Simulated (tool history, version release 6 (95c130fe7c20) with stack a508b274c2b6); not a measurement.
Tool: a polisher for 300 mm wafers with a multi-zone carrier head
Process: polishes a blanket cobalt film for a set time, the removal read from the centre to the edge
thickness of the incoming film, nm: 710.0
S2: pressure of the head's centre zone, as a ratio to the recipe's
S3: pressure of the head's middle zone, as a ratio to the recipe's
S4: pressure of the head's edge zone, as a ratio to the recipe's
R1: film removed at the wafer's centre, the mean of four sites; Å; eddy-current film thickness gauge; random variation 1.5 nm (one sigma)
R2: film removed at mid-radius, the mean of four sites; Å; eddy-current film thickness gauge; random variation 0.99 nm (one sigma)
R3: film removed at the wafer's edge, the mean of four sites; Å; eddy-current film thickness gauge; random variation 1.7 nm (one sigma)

{"run": 1, "hour": 0.0, "flow of slurry (ml/min)": 165, "S2": 1.0, "S3": 1.0, "S4": 1.0, "polishing time (s)": 57, "R1": 2269.5, "R2": 2355.1, "R3": 2273.0}
{"run": 2, "hour": 0.7, "flow of slurry (ml/min)": 165, "S2": 1.0, "S3": 1.0, "S4": 1.04, "polishing time (s)": 57, "R1": 2275.5, "R2": 2342.1, "R3": 2389.6}
{"run": 3, "hour": 2.9, "flow of slurry (ml/min)": 150, "S2": 0.95, "S3": 0.98, "S4": 1.0, "polishing time (s)": 51, "R1": 1874.3, "R2": 2006.9, "R3": 2034.2}
{"run": 4, "hour": 4.8, "flow of slurry (ml/min)": 150, "S2": 0.99, "S3": 0.98, "S4": 1.0, "polishing time (s)": 51, "R1": 1991.8, "R2": 2018.4, "R3": 1966.0}
{"run": 5, "hour": 8.0, "flow of slurry (ml/min)": 140, "S2": 0.94, "S3": 0.98, "S4": 0.97, "polishing time (s)": 47, "R1": 1701.4, "R2": 1834.1, "R3": 1795.4}
{"run": 6, "hour": 15.4, "flow of slurry (ml/min)": 130, "S2": 0.91, "S3": 0.98, "S4": 0.94, "polishing time (s)": 44, "R1": 1504.9, "R2": 1675.5, "R3": 1677.4}
{"run": 7, "hour": 18.0, "flow of slurry (ml/min)": 130, "S2": 0.89, "S3": 0.99, "S4": 0.91, "polishing time (s)": 42, "R1": 1396.2, "R2": 1594.9, "R3": 1552.2}
{"run": 8, "hour": 20.1, "flow of slurry (ml/min)": 125, "S2": 0.87, "S3": 0.99, "S4": 0.89, "polishing time (s)": 41, "R1": 1324.9, "R2": 1566.3, "R3": 1496.5}
{"run": 9, "hour": 22.6, "flow of slurry (ml/min)": 120, "S2": 0.86, "S3": 0.98, "S4": 0.87, "polishing time (s)": 40, "R1": 1284.3, "R2": 1496.2, "R3": 1438.4}
{"run": 10, "hour": 30.8, "flow of slurry (ml/min)": 115, "S2": 0.85, "S3": 0.98, "S4": 0.86, "polishing time (s)": 40, "R1": 1246.6, "R2": 1476.5, "R3": 1403.7}
{"run": 11, "hour": 31.8, "flow of slurry (ml/min)": 115, "S2": 0.85, "S3": 0.98, "S4": 0.86, "polishing time (s)": 40, "R1": 1254.3, "R2": 1474.0, "R3": 1414.0}

The next listed run, before its measurement:
{"run": 12, "hour": 38.7, "flow of slurry (ml/min)": 105, "S2": 0.81, "S3": 0.98, "S4": 0.82, "polishing time (s)": 38, "R1": "?", "R2": "?", "R3": "?"}

R1: 1106.2 Å
R2: 1360.7 Å
R3: 1290.3 Å
